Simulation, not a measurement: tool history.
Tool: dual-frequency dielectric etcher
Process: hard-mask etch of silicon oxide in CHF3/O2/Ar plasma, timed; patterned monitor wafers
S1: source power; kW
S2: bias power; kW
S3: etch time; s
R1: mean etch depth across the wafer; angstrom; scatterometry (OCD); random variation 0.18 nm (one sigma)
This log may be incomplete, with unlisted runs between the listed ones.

run,hour,S1,S2,S3,R1
1,0.0,0.890,0.170,12.5,283.11
2,1.6,0.890,0.170,11.5,256.35
3,10.5,0.980,0.189,11.5,279.18
4,15.5,0.980,0.214,11.5,288.61
5,20.8,1.040,0.221,11.5,301.16
6,23.4,1.090,0.226,11.5,308.31
7,28.2,1.130,0.229,11.5,317.06

Run 8 is up next; what results do you expect?
8,33.3,1.160,0.231,11.5,?

{"run 8": {"R1": 325.25}}

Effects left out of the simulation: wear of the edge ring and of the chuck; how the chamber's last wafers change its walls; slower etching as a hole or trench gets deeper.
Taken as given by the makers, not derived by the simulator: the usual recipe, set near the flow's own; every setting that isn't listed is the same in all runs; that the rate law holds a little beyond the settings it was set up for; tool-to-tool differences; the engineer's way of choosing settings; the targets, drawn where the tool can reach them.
